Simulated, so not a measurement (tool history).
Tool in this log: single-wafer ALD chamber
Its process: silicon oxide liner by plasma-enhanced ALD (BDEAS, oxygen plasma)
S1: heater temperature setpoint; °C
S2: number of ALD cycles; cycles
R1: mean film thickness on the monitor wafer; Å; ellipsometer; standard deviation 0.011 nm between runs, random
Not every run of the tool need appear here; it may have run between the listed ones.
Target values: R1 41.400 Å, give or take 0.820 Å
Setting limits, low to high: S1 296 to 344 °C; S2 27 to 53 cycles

run 1 hour=0.0 | S1=320 S2=40 | R1=38.099
run 2 hour=1.6 | S1=331 S2=40 | R1=37.643
run 3 hour=3.3 | S1=336 S2=40 | R1=37.157
run 4 hour=8.9 | S1=336 S2=36 | R1=33.590
run 5 hour=11.9 | S1=336 S2=33 | R1=30.749
run 6 hour=17.3 | S1=335 S2=35 | R1=32.675
run 7 hour=23.6 | S1=334 S2=37 | R1=34.543
run 8 hour=28.2 | S1=333 S2=39 | R1=36.608
run 9 hour=32.7 | S1=333 S2=40 | R1=37.387
run 10 hour=40.5 | S1=332 S2=41 | R1=38.488
run 11 hour=45.6 | S1=332 S2=42 | R1=39.274
run 12 hour=49.9 | S1=331 S2=42 | R1=39.318
run 13 hour=50.5 | S1=330 S2=43 | R1=40.656

Of the 5 settings listed for the next run, only one would bring every result within its allowed miss of target. Which one?
run A hour=51.1 | S1=330 S2=42 | R1=?
run B hour=51.1 | S1=324 S2=42 | R1=?
run C hour=51.1 | S1=318 S2=42 | R1=?
run D hour=51.1 | S1=327 S2=46 | R1=?
run E hour=51.1 | S1=333 S2=44 | R1=?

move=A R1=39.368
move=B R1=39.708
move=C R1=40.048
move=D R1=43.304
move=E R1=41.065
A: moves away from the targets compared with the last run
B: moves away from the targets compared with the last run
C: moves away from the targets compared with the last run
D: takes the result that was furthest off past its target
E: each result inside its tolerance
E meets every target.
